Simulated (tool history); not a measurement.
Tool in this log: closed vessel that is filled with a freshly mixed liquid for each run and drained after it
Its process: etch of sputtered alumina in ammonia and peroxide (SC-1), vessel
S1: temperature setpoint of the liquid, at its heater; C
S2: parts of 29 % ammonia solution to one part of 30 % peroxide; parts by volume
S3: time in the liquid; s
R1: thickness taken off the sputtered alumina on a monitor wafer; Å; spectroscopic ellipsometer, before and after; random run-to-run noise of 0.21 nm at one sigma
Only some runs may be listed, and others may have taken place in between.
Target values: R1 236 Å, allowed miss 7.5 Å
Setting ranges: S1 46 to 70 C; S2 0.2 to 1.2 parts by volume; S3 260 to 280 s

run 1 hour=0 | S1=62 S2=0.75 S3=260 | R1=192.37
run 2 hour=7.3 | S1=63 S2=0.75 S3=260 | R1=202.6
run 3 hour=15.3 | S1=63 S2=0.55 S3=260 | R1=194.77
run 4 hour=24.2 | S1=64 S2=0.55 S3=260 | R1=206.23
run 5 hour=25.2 | S1=59.5 S2=0.55 S3=260 | R1=166.59
run 6 hour=30 | S1=59.5 S2=0.55 S3=260 | R1=163.86
run 7 hour=37.8 | S1=61.5 S2=0.55 S3=260 | R1=180.8
run 8 hour=46.7 | S1=68 S2=0.55 S3=260 | R1=249.41

Which of these 4 next moves meets every target?
run A hour=55.6 | S1=67.5 S2=0.5 S3=275 | R1=?
run B hour=55.6 | S1=68 S2=0.85 S3=260 | R1=?
run C hour=55.6 | S1=67 S2=0.55 S3=260 | R1=?
run D hour=55.6 | S1=69.5 S2=0.55 S3=260 | R1=?

move=A R1=253.71
move=B R1=258.36
move=C R1=236.19
move=D R1=266.66
A: its largest miss is bigger than the last run's
B: its largest miss is bigger than the last run's
C: each result inside its tolerance
D: its largest miss is bigger than the last run's
The right move is C.
